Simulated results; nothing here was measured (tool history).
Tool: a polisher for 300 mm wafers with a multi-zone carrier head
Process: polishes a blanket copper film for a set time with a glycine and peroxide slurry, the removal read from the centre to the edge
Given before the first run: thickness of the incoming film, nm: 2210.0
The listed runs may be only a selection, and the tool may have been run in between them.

run	hour	flow of slurry (ml/min)	pressure of the head's centre zone	pressure of the head's middle zone	pressure of the head's edge zone	polishing time (s)	film removed at the wafer's centre (nm)	film removed at mid-radius (nm)	film removed at the wafer's edge (nm)
1	0.0	135	1.00	1.00	1.00	62	517.28	488.64	504.43
2	6.5	135	1.00	1.00	0.94	62	515.09	493.21	490.18
3	8.9	135	1.00	0.92	0.94	62	506.05	468.48	490.90
4	12.0	130	0.98	0.91	0.93	59	470.22	427.07	453.61
5	13.9	130	1.06	0.91	0.93	59	511.00	431.33	465.75
6	20.6	125	1.02	0.91	0.94	57	471.81	403.86	449.16
7	25.1	120	0.99	0.93	0.95	55	439.18	405.43	431.72
8	30.8	120	0.99	0.93	0.95	55	442.80	404.31	434.99
9	39.3	115	0.96	0.92	0.94	53	402.82	384.13	415.67

Run 10, settings as shown, results not yet in. Your forecast:
10	43.0	110	0.94	0.91	0.93	52	?	?	?

film removed at the wafer's centre (nm): 381.85
film removed at mid-radius (nm): 368.59
film removed at the wafer's edge (nm): 400.20

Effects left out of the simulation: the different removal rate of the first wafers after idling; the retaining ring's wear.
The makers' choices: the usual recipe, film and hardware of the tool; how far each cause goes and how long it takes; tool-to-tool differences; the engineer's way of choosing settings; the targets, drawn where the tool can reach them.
